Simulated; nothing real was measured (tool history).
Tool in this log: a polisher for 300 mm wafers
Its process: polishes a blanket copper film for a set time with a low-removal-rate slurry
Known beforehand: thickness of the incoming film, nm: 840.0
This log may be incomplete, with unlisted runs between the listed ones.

run  hour  flow of slurry (ml/min)  pressure of the wafer on the pad (kPa)  speed of the pad under the wafer (m/s)  abrasive content of the slurry  polishing time (s)  film removed (nm)
  1     0                      225                                    11.7                                       1                               1                  88             153.89
  2   7.5                      225                                      11                                       1                               1                  88             146.65
  3  11.3                      225                                      11                                       1                               1                  92             152.68
  4  17.3                      225                                      11                                       1                               1                  88             148.09
  5  20.2                      250                                      11                                       1                               1                  88             146.21
  6  27.8                      250                                    10.3                                       1                               1                  88             141.36
  7  30.7                      245                                     9.7                                       1                               1                  88             132.44

Estimate the outcome of run 8 from the log above:
  8  37.9                      245                                       9                                       1                               1                  88                  ?

film removed (nm): 121.48
